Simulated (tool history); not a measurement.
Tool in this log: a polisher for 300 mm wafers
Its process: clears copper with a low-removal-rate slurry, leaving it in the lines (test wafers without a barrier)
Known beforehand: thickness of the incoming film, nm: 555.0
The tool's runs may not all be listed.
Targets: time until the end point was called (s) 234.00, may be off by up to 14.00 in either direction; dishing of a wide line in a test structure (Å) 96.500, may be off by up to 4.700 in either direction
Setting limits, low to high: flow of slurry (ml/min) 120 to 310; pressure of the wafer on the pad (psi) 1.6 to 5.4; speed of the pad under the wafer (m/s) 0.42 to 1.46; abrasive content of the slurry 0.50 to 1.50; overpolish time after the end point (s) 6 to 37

run,hour,flow of slurry (ml/min),pressure of the wafer on the pad (psi),speed of the pad under the wafer (m/s),abrasive content of the slurry,overpolish time after the end point (s),time until the end point was called (s),dishing of a wide line in a test structure (Å)
1,0.0,200,3.5,0.94,1.00,19,163.79,278.040
2,3.0,200,3.5,0.84,1.00,19,181.76,257.690
3,9.6,230,3.3,0.72,1.15,16,212.08,220.520
4,15.9,210,3.3,0.64,1.05,13,243.07,173.240
5,20.1,210,2.9,0.64,1.05,13,263.12,162.640
6,27.1,210,2.9,0.54,1.05,13,310.24,144.000
7,35.9,185,3.3,0.52,0.90,11,300.31,128.940
8,39.2,170,3.8,0.50,0.80,10,293.40,121.680
9,44.4,155,4.2,0.48,0.70,9,291.24,114.880
10,46.1,145,4.5,0.48,0.65,8,279.39,105.660
11,50.3,140,4.7,0.50,0.60,7,264.21,96.747
12,54.5,140,4.7,0.50,0.60,7,280.86,97.429
13,60.7,145,4.8,0.62,0.65,6,215.09,103.460

Next run, 4 choices. One meets every target within its allowed miss, the rest don't. Which?
A,66.9,140,4.8,0.56,0.55,8,?,?
B,66.9,120,5.2,0.64,0.65,6,?,?
C,66.9,175,3.6,0.68,0.75,6,?,?
D,66.9,195,5.4,0.62,0.50,6,?,?

move,time until the end point was called (s),dishing of a wide line in a test structure (Å)
A,252.73,116.850
B,208.94,107.780
C,243.03,94.459
D,206.04,109.090
A: misses by more than the last run did
B: misses by more than the last run did
C: in spec on every target
D: misses by more than the last run did
Go with C: it meets all targets.

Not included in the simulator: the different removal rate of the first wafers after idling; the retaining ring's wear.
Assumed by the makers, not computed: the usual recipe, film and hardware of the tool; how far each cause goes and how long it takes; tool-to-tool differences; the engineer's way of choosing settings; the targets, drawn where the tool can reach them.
